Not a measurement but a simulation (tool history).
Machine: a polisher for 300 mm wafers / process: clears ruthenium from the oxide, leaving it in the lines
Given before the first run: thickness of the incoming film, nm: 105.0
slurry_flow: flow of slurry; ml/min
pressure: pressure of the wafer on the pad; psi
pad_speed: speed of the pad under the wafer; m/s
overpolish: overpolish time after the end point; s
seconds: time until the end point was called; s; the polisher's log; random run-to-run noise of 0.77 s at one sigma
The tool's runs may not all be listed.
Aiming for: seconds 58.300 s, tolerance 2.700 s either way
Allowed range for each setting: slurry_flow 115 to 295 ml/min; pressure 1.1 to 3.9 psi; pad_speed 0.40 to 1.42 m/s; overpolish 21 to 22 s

run	hour	slurry_flow	pressure	pad_speed	overpolish	seconds
1	0.0	190	2.5	0.90	21	85.163
2	2.1	190	2.5	1.04	21	75.030
3	7.1	190	2.5	1.14	21	69.708
4	12.6	190	2.5	1.14	22	67.702
5	21.1	190	2.0	1.14	22	86.165
6	25.7	190	2.0	1.22	22	79.808
7	33.4	190	2.2	1.22	22	71.558
# hour 38.4: head pressure recalibrated
8	38.4	190	2.3	1.22	22	64.233

Consider the 5 candidate settings below. Which is the only one whose results all fall within their allowed miss of target?
A	43.4	220	3.1	1.12	22	?
B	43.4	160	2.1	1.20	22	?
C	43.4	190	2.2	1.40	22	?
D	43.4	180	2.6	1.36	21	?
E	43.4	170	2.3	1.12	22	?

move	seconds
A	51.037
B	72.261
C	58.405
D	51.397
E	70.176
A: pushes the last run's worst result past its target
B: further off than the last run
C: hits every target within its allowed miss
D: pushes the last run's worst result past its target
E: further off than the last run
Move C is the one to make.
